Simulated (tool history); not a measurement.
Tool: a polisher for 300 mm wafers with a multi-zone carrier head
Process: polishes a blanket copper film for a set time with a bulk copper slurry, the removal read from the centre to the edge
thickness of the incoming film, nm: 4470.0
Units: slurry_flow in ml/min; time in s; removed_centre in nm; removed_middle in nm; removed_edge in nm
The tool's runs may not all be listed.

run  hour  slurry_flow  centre_zone  middle_zone  edge_zone  slurry_solids  time  removed_centre  removed_middle  removed_edge
  1   0.0          205         1.00         1.00       1.00           1.00    86          1024.7          1036.3        1054.1
  2   7.0          205         1.00         1.00       1.00           1.15    86          1065.7          1076.1        1097.5
  3  12.4          230         1.00         1.00       1.00           1.15    86          1072.9          1113.8        1097.6
  4  20.0          220         1.03         0.99       1.04           1.25    89          1162.7          1166.3        1171.5
  5  24.5          255         1.03         0.99       1.04           1.25    89          1189.5          1166.0        1212.9
  6  29.3          255         1.03         0.99       0.99           1.25    89          1196.3          1161.4        1185.0
  7  33.0          265         1.05         0.97       1.03           1.35    90          1229.3          1221.8        1237.0

Run 8 comes next. What will it give?
  8  40.3          275         1.08         0.94       1.06           1.35    92               ?               ?             ?

{"run 8": {"removed_centre": 1333.3, "removed_middle": 1194.0, "removed_edge": 1270.8}}

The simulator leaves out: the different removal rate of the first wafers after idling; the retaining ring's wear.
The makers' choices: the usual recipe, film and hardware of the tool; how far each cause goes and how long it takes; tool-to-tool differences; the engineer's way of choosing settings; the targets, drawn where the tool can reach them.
